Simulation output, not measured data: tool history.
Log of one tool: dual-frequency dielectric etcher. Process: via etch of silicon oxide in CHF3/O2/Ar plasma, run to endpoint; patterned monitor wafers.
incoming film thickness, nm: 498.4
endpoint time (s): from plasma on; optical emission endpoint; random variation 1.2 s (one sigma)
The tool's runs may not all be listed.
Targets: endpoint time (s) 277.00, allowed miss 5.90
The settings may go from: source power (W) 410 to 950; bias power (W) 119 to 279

Run 1, hour 0.0: source power (W) 680, bias power (W) 199. Result: endpoint time (s) 250.11.
Run 2, hour 3.0: source power (W) 680, bias power (W) 178. Result: endpoint time (s) 264.60.
Run 3, hour 9.9: source power (W) 660, bias power (W) 177. Result: endpoint time (s) 265.70.
Run 4, hour 11.6: source power (W) 660, bias power (W) 207. Result: endpoint time (s) 247.65.
Run 5, hour 16.5: source power (W) 610, bias power (W) 204. Result: endpoint time (s) 254.35.
Run 6, hour 19.6: source power (W) 610, bias power (W) 239. Result: endpoint time (s) 239.96.
Run 7, hour 25.7: source power (W) 560, bias power (W) 229. Result: endpoint time (s) 248.57.
Run 8, hour 30.2: source power (W) 520, bias power (W) 221. Result: endpoint time (s) 258.53.
Run 9, hour 34.2: source power (W) 490, bias power (W) 217. Result: endpoint time (s) 261.36.
Run 10, hour 38.6: source power (W) 470, bias power (W) 212. Result: endpoint time (s) 269.20.

Which of these 5 next moves meets every target?
Run A, hour 43.0: source power (W) 510, bias power (W) 214. Result: endpoint time (s) ?.
Run B, hour 43.0: source power (W) 550, bias power (W) 180. Result: endpoint time (s) ?.
Run C, hour 43.0: source power (W) 480, bias power (W) 214. Result: endpoint time (s) ?.
Run D, hour 43.0: source power (W) 470, bias power (W) 221. Result: endpoint time (s) ?.
Run E, hour 43.0: source power (W) 440, bias power (W) 226. Result: endpoint time (s) ?.

move  endpoint time (s)
   A             261.74
   B             275.70
   C             265.62
   D             263.43
   E             265.07
A: further off than the last run
B: meets every target
C: further off than the last run
D: further off than the last run
E: further off than the last run
Answer: B
